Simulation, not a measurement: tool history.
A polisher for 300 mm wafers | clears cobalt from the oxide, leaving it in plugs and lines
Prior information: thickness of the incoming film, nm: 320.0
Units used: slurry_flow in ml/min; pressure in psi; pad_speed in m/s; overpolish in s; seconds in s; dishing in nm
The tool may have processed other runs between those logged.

{"run": 1, "hour": 0.0, "slurry_flow": 205, "pressure": 2.0, "pad_speed": 0.88, "overpolish": 18, "seconds": 64.552, "dishing": 48.041}
{"run": 2, "hour": 6.6, "slurry_flow": 185, "pressure": 2.0, "pad_speed": 0.88, "overpolish": 18, "seconds": 64.791, "dishing": 49.03}
{"run": 3, "hour": 7.3, "slurry_flow": 190, "pressure": 2.0, "pad_speed": 0.88, "overpolish": 17, "seconds": 64.87, "dishing": 46.556}
{"run": 4, "hour": 16.2, "slurry_flow": 190, "pressure": 2.0, "pad_speed": 0.7, "overpolish": 17, "seconds": 81.48, "dishing": 41.84}
{"run": 5, "hour": 22.6, "slurry_flow": 190, "pressure": 2.2, "pad_speed": 0.7, "overpolish": 17, "seconds": 74.981, "dishing": 45.821}
{"run": 6, "hour": 28.9, "slurry_flow": 190, "pressure": 2.2, "pad_speed": 0.82, "overpolish": 17, "seconds": 64.502, "dishing": 45.152}
{"run": 7, "hour": 34.5, "slurry_flow": 190, "pressure": 2.3, "pad_speed": 0.82, "overpolish": 16, "seconds": 62.26, "dishing": 44.543}
{"run": 8, "hour": 37.6, "slurry_flow": 190, "pressure": 2.3, "pad_speed": 0.82, "overpolish": 16, "seconds": 62.311, "dishing": 45.512}
{"run": 9, "hour": 40.5, "slurry_flow": 190, "pressure": 2.3, "pad_speed": 0.82, "overpolish": 15, "seconds": 61.302, "dishing": 44.423}

Estimate the outcome of run 10 from the log above:
{"run": 10, "hour": 46.6, "slurry_flow": 190, "pressure": 2.3, "pad_speed": 0.82, "overpolish": 14, "seconds": "?", "dishing": "?"}

seconds: 62.912 s
dishing: 44.506 nm
